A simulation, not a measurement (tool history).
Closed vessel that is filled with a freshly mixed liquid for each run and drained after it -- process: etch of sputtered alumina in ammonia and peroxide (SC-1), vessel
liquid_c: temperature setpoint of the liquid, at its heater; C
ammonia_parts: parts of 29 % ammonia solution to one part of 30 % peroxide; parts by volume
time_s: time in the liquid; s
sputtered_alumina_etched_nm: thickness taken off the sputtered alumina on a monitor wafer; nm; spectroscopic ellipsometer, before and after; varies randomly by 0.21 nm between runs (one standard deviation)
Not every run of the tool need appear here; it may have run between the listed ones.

{"run": 1, "day": 0.0, "liquid_c": 52.0, "ammonia_parts": 0.65, "time_s": 380, "sputtered_alumina_etched_nm": 17.617}
{"run": 2, "day": 0.362, "liquid_c": 52.0, "ammonia_parts": 0.8, "time_s": 380, "sputtered_alumina_etched_nm": 17.779}
{"run": 3, "day": 0.417, "liquid_c": 53.5, "ammonia_parts": 0.8, "time_s": 380, "sputtered_alumina_etched_nm": 19.507}
{"run": 4, "day": 0.496, "liquid_c": 53.5, "ammonia_parts": 0.8, "time_s": 405, "sputtered_alumina_etched_nm": 21.206}
{"run": 5, "day": 0.696, "liquid_c": 56.5, "ammonia_parts": 0.8, "time_s": 405, "sputtered_alumina_etched_nm": 24.679}
{"run": 6, "day": 0.738, "liquid_c": 51.0, "ammonia_parts": 0.8, "time_s": 405, "sputtered_alumina_etched_nm": 17.919}
{"run": 7, "day": 1.112, "liquid_c": 52.5, "ammonia_parts": 0.8, "time_s": 405, "sputtered_alumina_etched_nm": 19.612}
{"run": 8, "day": 1.304, "liquid_c": 53.5, "ammonia_parts": 0.8, "time_s": 405, "sputtered_alumina_etched_nm": 20.892}
{"run": 9, "day": 1.458, "liquid_c": 54.5, "ammonia_parts": 0.8, "time_s": 405, "sputtered_alumina_etched_nm": 22.002}

Estimate the outcome of run 10 from the log above:
{"run": 10, "day": 1.671, "liquid_c": 55.5, "ammonia_parts": 0.8, "time_s": 405, "sputtered_alumina_etched_nm": "?"}

{"run 10": {"sputtered_alumina_etched_nm": 23.103}}
